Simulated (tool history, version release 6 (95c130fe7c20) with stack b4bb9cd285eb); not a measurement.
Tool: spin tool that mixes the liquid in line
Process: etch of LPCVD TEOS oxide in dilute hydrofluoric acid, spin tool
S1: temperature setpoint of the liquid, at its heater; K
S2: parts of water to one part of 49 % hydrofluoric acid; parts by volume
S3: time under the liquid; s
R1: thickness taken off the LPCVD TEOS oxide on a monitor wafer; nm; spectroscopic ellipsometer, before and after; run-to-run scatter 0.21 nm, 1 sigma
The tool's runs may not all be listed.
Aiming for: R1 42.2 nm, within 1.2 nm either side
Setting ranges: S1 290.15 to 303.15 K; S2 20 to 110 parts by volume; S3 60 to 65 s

run 1 day=0 | S1=295.15 S2=60 S3=60 | R1=52.752
run 2 day=0.304 | S1=295.15 S2=50 S3=60 | R1=63.95
run 3 day=0.438 | S1=292.15 S2=50 S3=60 | R1=56.434
run 4 day=0.542 | S1=290.15 S2=50 S3=60 | R1=51.713
run 5 day=0.579 | S1=290.15 S2=55 S3=60 | R1=46.595
run 6 day=0.946 | S1=290.15 S2=55 S3=65 | R1=50.51
run 7 day=1.188 | S1=290.15 S2=55 S3=65 | R1=50.305
run 8 day=1.446 | S1=290.15 S2=60 S3=65 | R1=46.445
run 9 day=1.688 | S1=290.15 S2=60 S3=65 | R1=45.891

Which one of the following 4 next-run settings gets every result inside its allowed miss? There is exactly one.
run A day=1.929 | S1=290.15 S2=70 S3=65 | R1=?
run B day=1.929 | S1=291.65 S2=60 S3=60 | R1=?
run C day=1.929 | S1=292.65 S2=60 S3=65 | R1=?
run D day=1.929 | S1=290.15 S2=65 S3=65 | R1=?

move=A R1=39.469
move=B R1=45.833
move=C R1=51.81
move=D R1=42.738
A: takes the biggest miss from the last run beyond its target
B: no nearer and no further than the last run
C: its largest miss is bigger than the last run's
D: hits every target within its allowed miss
So the answer is move D, the one that meets all the targets.
